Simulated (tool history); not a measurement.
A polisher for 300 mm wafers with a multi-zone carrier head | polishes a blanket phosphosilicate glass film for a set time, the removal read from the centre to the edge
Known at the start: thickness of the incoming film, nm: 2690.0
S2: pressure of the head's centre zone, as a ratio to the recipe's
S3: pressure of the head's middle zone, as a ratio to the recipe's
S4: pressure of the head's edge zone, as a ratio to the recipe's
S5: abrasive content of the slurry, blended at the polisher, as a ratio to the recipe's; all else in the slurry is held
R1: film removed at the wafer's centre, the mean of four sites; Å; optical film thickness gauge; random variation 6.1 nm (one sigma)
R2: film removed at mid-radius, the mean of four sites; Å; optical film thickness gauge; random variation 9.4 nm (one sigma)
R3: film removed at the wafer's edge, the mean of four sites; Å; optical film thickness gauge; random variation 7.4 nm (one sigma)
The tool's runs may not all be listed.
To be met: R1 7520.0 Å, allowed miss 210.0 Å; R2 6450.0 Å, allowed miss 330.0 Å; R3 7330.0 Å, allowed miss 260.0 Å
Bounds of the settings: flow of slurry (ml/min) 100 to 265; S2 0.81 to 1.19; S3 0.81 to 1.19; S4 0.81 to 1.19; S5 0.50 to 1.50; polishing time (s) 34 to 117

{"run": 1, "hour": 0.0, "flow of slurry (ml/min)": 170, "S2": 1.0, "S3": 1.0, "S4": 1.0, "S5": 1.0, "polishing time (s)": 75, "R1": 4917.9, "R2": 4884.1, "R3": 5141.5}
{"run": 2, "hour": 1.2, "flow of slurry (ml/min)": 170, "S2": 1.0, "S3": 1.07, "S4": 1.0, "S5": 1.0, "polishing time (s)": 75, "R1": 4848.5, "R2": 5014.6, "R3": 4974.8}
{"run": 3, "hour": 4.5, "flow of slurry (ml/min)": 170, "S2": 1.0, "S3": 1.11, "S4": 1.0, "S5": 1.0, "polishing time (s)": 75, "R1": 4834.2, "R2": 5154.9, "R3": 5076.0}
{"run": 4, "hour": 12.0, "flow of slurry (ml/min)": 170, "S2": 1.0, "S3": 1.11, "S4": 1.0, "S5": 1.0, "polishing time (s)": 88, "R1": 5662.1, "R2": 6199.4, "R3": 5844.2}
{"hour": 16.4, "done": "slurry nozzle cleaned"}
{"run": 5, "hour": 16.4, "flow of slurry (ml/min)": 180, "S2": 1.03, "S3": 1.07, "S4": 1.05, "S5": 1.05, "polishing time (s)": 88, "R1": 6414.3, "R2": 6603.4, "R3": 6421.6}
{"run": 6, "hour": 25.0, "flow of slurry (ml/min)": 180, "S2": 1.03, "S3": 1.07, "S4": 1.05, "S5": 0.9, "polishing time (s)": 88, "R1": 5896.8, "R2": 6033.8, "R3": 5994.7}
{"run": 7, "hour": 26.9, "flow of slurry (ml/min)": 195, "S2": 1.05, "S3": 1.03, "S4": 1.09, "S5": 0.9, "polishing time (s)": 88, "R1": 6030.7, "R2": 5778.4, "R3": 6111.7}
{"run": 8, "hour": 33.6, "flow of slurry (ml/min)": 195, "S2": 1.06, "S3": 1.01, "S4": 1.11, "S5": 0.95, "polishing time (s)": 88, "R1": 6351.4, "R2": 6127.1, "R3": 6319.7}
{"run": 9, "hour": 36.9, "flow of slurry (ml/min)": 195, "S2": 1.08, "S3": 0.91, "S4": 1.19, "S5": 1.0, "polishing time (s)": 94, "R1": 7177.4, "R2": 6100.1, "R3": 7229.3}
{"run": 10, "hour": 37.5, "flow of slurry (ml/min)": 200, "S2": 1.08, "S3": 0.92, "S4": 1.19, "S5": 1.0, "polishing time (s)": 94, "R1": 7155.3, "R2": 6153.1, "R3": 7254.5}
{"run": 11, "hour": 42.3, "flow of slurry (ml/min)": 205, "S2": 1.09, "S3": 0.93, "S4": 1.19, "S5": 1.0, "polishing time (s)": 94, "R1": 7277.9, "R2": 6177.9, "R3": 7364.7}
{"run": 12, "hour": 50.2, "flow of slurry (ml/min)": 205, "S2": 1.1, "S3": 0.94, "S4": 1.18, "S5": 1.0, "polishing time (s)": 94, "R1": 7272.7, "R2": 6236.6, "R3": 7259.8}

Which of these 4 next moves meets every target?
{"run": "A", "hour": 58.1, "flow of slurry (ml/min)": 225, "S2": 1.07, "S3": 0.98, "S4": 1.16, "S5": 0.95, "polishing time (s)": 106, "R1": "?", "R2": "?", "R3": "?"}
{"run": "B", "hour": 58.1, "flow of slurry (ml/min)": 265, "S2": 1.11, "S3": 0.84, "S4": 1.13, "S5": 1.25, "polishing time (s)": 91, "R1": "?", "R2": "?", "R3": "?"}
{"run": "C", "hour": 58.1, "flow of slurry (ml/min)": 145, "S2": 1.04, "S3": 1.04, "S4": 1.14, "S5": 1.05, "polishing time (s)": 105, "R1": "?", "R2": "?", "R3": "?"}
{"run": "D", "hour": 58.1, "flow of slurry (ml/min)": 195, "S2": 1.12, "S3": 0.96, "S4": 1.14, "S5": 0.8, "polishing time (s)": 110, "R1": "?", "R2": "?", "R3": "?"}

move=A R1=7821.0 R2=7078.2 R3=7982.1
move=B R1=8150.7 R2=6393.4 R3=7877.4
move=C R1=7461.9 R2=7295.9 R3=7932.9
move=D R1=7512.9 R2=6413.8 R3=7306.5
A: takes the result that was furthest off past its target
B: takes the result that was furthest off past its target
C: brings the result that was furthest off to its target, and leaves another outside
D: meets every target
Answer: D
